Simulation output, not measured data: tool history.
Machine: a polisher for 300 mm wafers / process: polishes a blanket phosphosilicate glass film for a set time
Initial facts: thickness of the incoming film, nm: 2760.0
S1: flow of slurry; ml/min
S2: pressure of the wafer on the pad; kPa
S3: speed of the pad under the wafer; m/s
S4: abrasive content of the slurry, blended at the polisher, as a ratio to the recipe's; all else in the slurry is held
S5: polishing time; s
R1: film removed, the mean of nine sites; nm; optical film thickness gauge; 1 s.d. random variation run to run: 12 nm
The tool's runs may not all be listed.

run,day,S1,S2,S3,S4,S5,R1
1,0.000,135,24.8,1.30,1.0,90,1033.20
2,0.208,135,24.8,1.30,0.8,90,962.73
3,0.271,160,24.8,1.30,0.8,90,995.51
4,0.629,160,24.8,1.18,0.8,90,933.77
5,0.900,160,24.8,1.02,0.8,90,813.34
6,1.033,160,24.8,0.78,0.8,90,667.36
7,1.200,165,27.6,0.84,0.8,90,780.50
8,1.321,170,30.3,0.92,0.8,90,928.49
9,1.592,175,32.4,0.98,0.8,90,1045.00
10,1.742,180,33.8,1.04,0.8,90,1144.50
11,1.796,180,33.8,1.04,0.8,90,1149.20
12,2.142,180,35.2,1.08,0.8,90,1242.00
13,2.329,180,35.9,1.12,0.8,90,1295.80
# day 2.621: worn pad replaced by a new one
14,2.621,180,36.5,1.14,0.8,90,1469.30
15,2.996,180,37.2,1.14,0.8,90,1492.80
16,3.154,175,37.2,1.14,0.8,90,1501.30

For run 17, what comes out?
17,3.458,180,39.3,1.14,0.8,90,?

R1: 1552.80 nm

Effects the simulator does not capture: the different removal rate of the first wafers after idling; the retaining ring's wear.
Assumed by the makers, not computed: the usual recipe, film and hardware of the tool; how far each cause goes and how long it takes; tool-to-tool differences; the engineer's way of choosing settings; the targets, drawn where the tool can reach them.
